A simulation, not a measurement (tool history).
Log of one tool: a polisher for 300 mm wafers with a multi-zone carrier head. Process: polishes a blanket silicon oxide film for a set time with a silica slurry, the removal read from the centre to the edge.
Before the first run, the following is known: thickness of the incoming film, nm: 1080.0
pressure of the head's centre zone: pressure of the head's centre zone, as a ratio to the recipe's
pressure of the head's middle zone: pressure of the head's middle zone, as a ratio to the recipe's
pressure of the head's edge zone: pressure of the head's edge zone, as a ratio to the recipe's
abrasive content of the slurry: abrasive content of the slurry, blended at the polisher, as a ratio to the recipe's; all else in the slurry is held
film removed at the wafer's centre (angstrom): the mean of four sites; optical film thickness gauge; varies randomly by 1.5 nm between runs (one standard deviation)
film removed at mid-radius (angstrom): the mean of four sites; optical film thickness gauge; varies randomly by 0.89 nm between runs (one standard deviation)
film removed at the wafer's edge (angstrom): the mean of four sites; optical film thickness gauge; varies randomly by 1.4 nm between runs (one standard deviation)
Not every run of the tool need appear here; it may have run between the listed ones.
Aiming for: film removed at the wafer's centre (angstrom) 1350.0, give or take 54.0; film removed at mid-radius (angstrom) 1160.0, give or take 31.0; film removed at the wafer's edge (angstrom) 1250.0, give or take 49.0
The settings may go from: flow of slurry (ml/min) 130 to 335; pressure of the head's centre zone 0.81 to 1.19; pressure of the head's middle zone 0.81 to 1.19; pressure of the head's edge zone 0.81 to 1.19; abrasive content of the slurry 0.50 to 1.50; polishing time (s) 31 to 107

run	hour	flow of slurry (ml/min)	pressure of the head's centre zone	pressure of the head's middle zone	pressure of the head's edge zone	abrasive content of the slurry	polishing time (s)	film removed at the wafer's centre (angstrom)	film removed at mid-radius (angstrom)	film removed at the wafer's edge (angstrom)
1	0.0	215	1.00	1.00	1.00	1.00	69	2050.7	2017.2	1978.5
2	3.8	205	1.00	0.96	0.97	0.85	66	1800.8	1700.7	1770.2
3	8.9	210	1.01	0.95	0.94	0.75	63	1618.6	1504.5	1549.3
4	17.4	210	1.01	0.95	0.94	0.95	63	1813.9	1707.9	1786.0
5	26.1	210	1.01	0.95	0.94	1.05	63	1873.9	1810.7	1801.6
6	29.6	170	1.01	0.95	0.94	1.05	63	1839.3	1705.7	1782.8
7	31.7	170	1.02	0.95	0.92	0.90	62	1709.7	1573.6	1638.6
8	32.5	175	1.03	0.94	0.90	0.80	61	1644.1	1456.2	1462.6
9	39.0	170	1.01	0.92	0.88	0.75	61	1530.0	1371.0	1410.1
10	41.4	165	1.00	0.90	0.86	0.70	61	1446.9	1300.1	1367.7

Exercise: of the 5 proposed moves below, exactly one satisfies all targets within the stated allowed misses. Which move is it?
A	43.8	175	1.19	0.89	0.95	0.80	51	?	?	?
B	43.8	165	1.05	0.89	0.92	0.60	60	?	?	?
C	43.8	175	1.19	0.96	0.81	0.65	58	?	?	?
D	43.8	230	0.90	1.04	0.86	0.70	63	?	?	?
E	43.8	180	0.96	0.92	0.82	0.70	66	?	?	?

move	film removed at the wafer's centre (angstrom)	film removed at mid-radius (angstrom)	film removed at the wafer's edge (angstrom)
A	1553.2	1156.4	1281.7
B	1351.0	1143.5	1251.5
C	1574.9	1248.6	1207.3
D	1416.4	1585.3	1450.8
E	1514.7	1440.1	1447.6
A: gets the furthest-off result to its target, but another result is out of tolerance
B: hits every target within its allowed miss
C: closes in on the targets versus the last run, not all within tolerance yet
D: misses by more than the last run did
E: misses by more than the last run did
The move that meets every target is B.
